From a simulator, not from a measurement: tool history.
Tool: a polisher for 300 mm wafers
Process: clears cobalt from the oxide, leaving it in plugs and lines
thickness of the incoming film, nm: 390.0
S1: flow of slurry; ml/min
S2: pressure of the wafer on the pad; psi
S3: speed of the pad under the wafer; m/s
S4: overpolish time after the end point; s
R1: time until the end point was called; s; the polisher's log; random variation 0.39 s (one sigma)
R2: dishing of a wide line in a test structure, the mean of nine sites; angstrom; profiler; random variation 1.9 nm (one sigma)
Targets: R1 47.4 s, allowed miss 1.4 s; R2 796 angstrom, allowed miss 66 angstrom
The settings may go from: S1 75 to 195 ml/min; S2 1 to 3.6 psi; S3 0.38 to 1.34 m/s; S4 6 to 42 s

Run 1, hour 0: S1 125 ml/min, S2 2.3 psi, S3 0.86 m/s, S4 21 s. Result: R1 67.38 s, R2 691.04 angstrom.
Run 2, hour 2.7: S1 135 ml/min, S2 2.5 psi, S3 0.86 m/s, S4 21 s. Result: R1 63.401 s, R2 697.42 angstrom.
Run 3, hour 8: S1 135 ml/min, S2 3 psi, S3 0.86 m/s, S4 21 s. Result: R1 55.45 s, R2 746.98 angstrom.
Run 4, hour 8.6: S1 140 ml/min, S2 3.1 psi, S3 0.86 m/s, S4 21 s. Result: R1 53.699 s, R2 767.58 angstrom.
Run 5, hour 15.3: S1 140 ml/min, S2 2.6 psi, S3 0.86 m/s, S4 21 s. Result: R1 61.576 s, R2 728.18 angstrom.
Run 6, hour 23.7: S1 140 ml/min, S2 2.1 psi, S3 0.86 m/s, S4 21 s. Result: R1 69.956 s, R2 686.24 angstrom.
Run 7, hour 24.8: S1 145 ml/min, S2 2.4 psi, S3 0.86 m/s, S4 21 s. Result: R1 65.285 s, R2 712.73 angstrom.
Run 8, hour 30.3: S1 145 ml/min, S2 2.7 psi, S3 0.86 m/s, S4 21 s. Result: R1 59.395 s, R2 788.45 angstrom.
Run 9, hour 35: S1 150 ml/min, S2 2.9 psi, S3 0.86 m/s, S4 18 s. Result: R1 55.652 s, R2 713.21 angstrom.
Run 10, hour 43.6: S1 155 ml/min, S2 3 psi, S3 0.86 m/s, S4 18 s. Result: R1 54.379 s, R2 696.09 angstrom.
Run 11, hour 45.3: S1 155 ml/min, S2 3.1 psi, S3 0.86 m/s, S4 19 s. Result: R1 53.459 s, R2 731.02 angstrom.
Run 12, hour 54.2: S1 155 ml/min, S2 3.2 psi, S3 0.86 m/s, S4 19 s. Result: R1 51.589 s, R2 761.32 angstrom.
Run 13, hour 56.7: S1 155 ml/min, S2 3.3 psi, S3 0.86 m/s, S4 19 s. Result: R1 51.521 s, R2 781.64 angstrom.
Run 14, hour 63.9: S1 155 ml/min, S2 3.4 psi, S3 0.86 m/s, S4 19 s. Result: R1 49.321 s, R2 786.73 angstrom.
Run 15, hour 65.5: S1 155 ml/min, S2 3.4 psi, S3 0.86 m/s, S4 19 s. Result: R1 49.65 s, R2 780.04 angstrom.

Which of these 4 next moves meets every target?
Run A, hour 67.1: S1 145 ml/min, S2 3 psi, S3 0.92 m/s, S4 25 s. Result: R1 ?, R2 ?.
Run B, hour 67.1: S1 195 ml/min, S2 3.1 psi, S3 0.88 m/s, S4 18 s. Result: R1 ?, R2 ?.
Run C, hour 67.1: S1 165 ml/min, S2 3.3 psi, S3 0.8 m/s, S4 19 s. Result: R1 ?, R2 ?.
Run D, hour 67.1: S1 145 ml/min, S2 3.2 psi, S3 0.94 m/s, S4 19 s. Result: R1 ?, R2 ?.

move      R1      R2
   A  50.743   834.8
   B  49.846  742.76
   C  53.235  739.16
   D  47.369  775.66
A: further off than the last run
B: further off than the last run
C: further off than the last run
D: meets every target
Move D is the one to make.

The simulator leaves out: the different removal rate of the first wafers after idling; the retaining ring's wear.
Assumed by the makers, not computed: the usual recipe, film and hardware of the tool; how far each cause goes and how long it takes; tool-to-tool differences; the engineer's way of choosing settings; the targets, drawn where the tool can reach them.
